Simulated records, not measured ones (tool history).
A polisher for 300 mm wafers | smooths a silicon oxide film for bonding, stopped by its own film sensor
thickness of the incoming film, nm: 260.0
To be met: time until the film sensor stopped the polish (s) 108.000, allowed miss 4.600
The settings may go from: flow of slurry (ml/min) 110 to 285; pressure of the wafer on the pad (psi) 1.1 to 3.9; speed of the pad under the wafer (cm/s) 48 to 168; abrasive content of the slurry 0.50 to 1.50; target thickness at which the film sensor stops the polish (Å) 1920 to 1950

run,hour,flow of slurry (ml/min),pressure of the wafer on the pad (psi),speed of the pad under the wafer (cm/s),abrasive content of the slurry,target thickness at which the film sensor stops the polish (Å),time until the film sensor stopped the polish (s)
1,0.0,180,2.5,108,1.00,1950,68.851
2,7.1,180,2.5,108,1.10,1950,65.137
3,12.1,180,2.3,108,1.10,1950,71.820
4,17.8,180,2.1,108,1.10,1950,79.479
5,21.9,180,2.1,108,1.10,1950,78.763
6,29.2,180,2.0,108,1.10,1950,81.932
7,34.7,180,1.9,108,1.10,1950,84.733
8,43.0,180,1.8,108,1.10,1950,89.833
9,44.5,180,1.7,108,1.10,1950,94.164
10,46.7,180,1.6,108,1.10,1950,103.130

Which of these 5 next moves meets every target?
A,48.9,210,1.6,112,1.10,1940,?
B,48.9,175,1.6,106,1.10,1920,?
C,48.9,110,1.5,136,1.30,1950,?
D,48.9,170,2.2,86,0.95,1920,?
E,48.9,195,1.8,102,1.10,1950,?

move,time until the film sensor stopped the polish (s)
A,97.954
B,107.870
C,94.605
D,97.899
E,93.238
A: further off than the last run
B: meets every target
C: further off than the last run
D: further off than the last run
E: further off than the last run
Move B is the one to make.
